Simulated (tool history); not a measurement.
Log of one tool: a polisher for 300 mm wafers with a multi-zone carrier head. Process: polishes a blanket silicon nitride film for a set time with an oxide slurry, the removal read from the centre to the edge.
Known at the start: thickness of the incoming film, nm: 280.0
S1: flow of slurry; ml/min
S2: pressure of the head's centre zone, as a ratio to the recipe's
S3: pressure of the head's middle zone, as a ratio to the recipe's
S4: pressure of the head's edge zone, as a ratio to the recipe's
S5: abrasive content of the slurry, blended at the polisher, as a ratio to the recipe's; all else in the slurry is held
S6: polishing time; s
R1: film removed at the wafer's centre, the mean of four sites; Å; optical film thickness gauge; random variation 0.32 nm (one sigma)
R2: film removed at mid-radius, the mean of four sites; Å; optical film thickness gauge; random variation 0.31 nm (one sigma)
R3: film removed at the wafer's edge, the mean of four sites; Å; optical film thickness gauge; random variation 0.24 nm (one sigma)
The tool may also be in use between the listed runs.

Run 1, day 0.000: S1 130 ml/min, S2 1.00, S3 1.00, S4 1.00, S5 1.00, S6 85 s. Result: R1 429.50 Å, R2 432.09 Å, R3 433.75 Å.
Run 2, day 0.112: S1 130 ml/min, S2 0.94, S3 1.00, S4 1.00, S5 1.00, S6 85 s. Result: R1 408.79 Å, R2 432.07 Å, R3 433.76 Å.
Run 3, day 0.404: S1 125 ml/min, S2 0.92, S3 1.02, S4 0.98, S5 0.95, S6 85 s. Result: R1 392.40 Å, R2 422.82 Å, R3 412.24 Å.
Run 4, day 0.600: S1 125 ml/min, S2 0.92, S3 1.02, S4 0.94, S5 0.95, S6 85 s. Result: R1 386.74 Å, R2 419.87 Å, R3 408.49 Å.
Run 5, day 0.783: S1 150 ml/min, S2 0.92, S3 1.02, S4 0.94, S5 0.95, S6 85 s. Result: R1 396.91 Å, R2 440.71 Å, R3 422.49 Å.
Run 6, day 1.038: S1 150 ml/min, S2 0.92, S3 1.02, S4 0.98, S5 0.95, S6 85 s. Result: R1 410.62 Å, R2 437.96 Å, R3 424.90 Å.
Run 7, day 1.146: S1 140 ml/min, S2 0.90, S3 1.03, S4 0.95, S5 0.95, S6 85 s. Result: R1 379.16 Å, R2 433.19 Å, R3 415.46 Å.

Forecast run 8:
Run 8, day 1.492: S1 105 ml/min, S2 0.91, S3 1.11, S4 0.85, S5 0.85, S6 85 s. Result: R1 ?, R2 ?, R3 ?.

{"run 8": {"R1": 350.54, "R2": 412.58, "R3": 364.23}}

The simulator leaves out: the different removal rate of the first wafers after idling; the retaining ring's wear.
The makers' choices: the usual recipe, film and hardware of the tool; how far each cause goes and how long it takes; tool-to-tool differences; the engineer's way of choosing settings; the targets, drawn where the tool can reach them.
